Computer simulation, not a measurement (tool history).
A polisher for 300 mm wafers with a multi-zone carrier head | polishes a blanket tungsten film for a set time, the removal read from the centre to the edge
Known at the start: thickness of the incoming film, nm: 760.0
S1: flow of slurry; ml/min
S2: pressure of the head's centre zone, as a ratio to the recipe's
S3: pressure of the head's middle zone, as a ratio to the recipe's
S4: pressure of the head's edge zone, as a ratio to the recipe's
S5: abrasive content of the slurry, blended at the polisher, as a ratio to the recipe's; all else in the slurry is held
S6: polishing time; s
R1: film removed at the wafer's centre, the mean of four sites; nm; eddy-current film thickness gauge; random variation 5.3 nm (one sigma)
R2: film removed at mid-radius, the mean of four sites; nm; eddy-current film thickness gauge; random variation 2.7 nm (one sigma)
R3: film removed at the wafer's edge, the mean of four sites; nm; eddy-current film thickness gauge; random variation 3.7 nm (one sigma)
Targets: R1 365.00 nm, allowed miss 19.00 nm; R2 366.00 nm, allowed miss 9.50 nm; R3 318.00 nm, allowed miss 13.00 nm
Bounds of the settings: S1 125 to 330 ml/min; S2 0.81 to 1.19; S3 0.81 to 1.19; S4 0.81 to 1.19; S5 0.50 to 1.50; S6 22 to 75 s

run,hour,S1,S2,S3,S4,S5,S6,R1,R2,R3
1,0.0,210,1.00,1.00,1.00,1.00,48,272.04,283.94,274.14
2,2.8,210,1.00,1.00,1.05,1.00,48,276.29,282.48,285.94
3,8.8,240,1.00,1.00,1.05,1.00,48,272.36,292.47,280.00
4,13.9,240,1.00,1.00,0.97,1.00,48,275.80,292.26,271.67
5,21.6,240,1.00,0.92,0.97,1.00,48,277.95,270.45,271.76
6,27.1,240,1.00,0.92,0.97,1.00,40,232.18,225.27,228.18
7,32.6,240,1.04,0.96,0.99,1.10,42,254.22,248.31,244.01
8,39.3,235,1.07,0.99,0.99,1.20,44,280.90,271.06,264.73
9,47.4,240,1.09,1.02,0.99,1.25,45,298.10,291.11,267.96
10,52.1,240,1.11,1.05,1.01,1.30,46,305.18,300.42,277.04
11,56.2,240,1.12,1.07,1.01,1.35,47,319.91,317.37,291.82
12,63.0,245,1.13,1.09,1.01,1.40,47,322.07,326.10,285.80
13,65.4,265,1.18,1.12,1.11,1.50,51,376.57,369.77,337.47
14,67.9,265,1.18,1.12,1.10,1.50,51,373.60,369.87,336.22
15,72.2,265,1.18,1.12,1.10,1.50,51,382.20,370.97,347.85
16,75.1,260,1.18,1.12,1.08,1.50,51,381.64,369.57,335.46
17,81.6,260,1.18,1.12,1.08,1.50,51,381.95,370.23,332.93
18,89.0,255,1.17,1.12,1.07,1.50,51,383.90,369.34,332.65

5 next moves are on the table. One of them brings every result within its allowed miss. Which?
A,96.4,255,1.11,1.05,1.15,1.45,54,?,?,?
B,96.4,250,1.10,1.16,1.07,1.40,54,?,?,?
C,96.4,305,1.12,1.08,1.09,1.45,52,?,?,?
D,96.4,270,1.11,1.16,1.12,1.40,53,?,?,?
E,96.4,275,1.18,1.15,1.04,1.30,51,?,?,?

move,R1,R2,R3
A,368.46,368.07,363.47
B,361.87,397.17,346.80
C,365.98,370.24,345.55
D,362.06,393.33,350.73
E,365.95,370.88,321.01
A: further off than the last run
B: further off than the last run
C: further off than the last run
D: further off than the last run
E: meets every target
Move E is the one to make.

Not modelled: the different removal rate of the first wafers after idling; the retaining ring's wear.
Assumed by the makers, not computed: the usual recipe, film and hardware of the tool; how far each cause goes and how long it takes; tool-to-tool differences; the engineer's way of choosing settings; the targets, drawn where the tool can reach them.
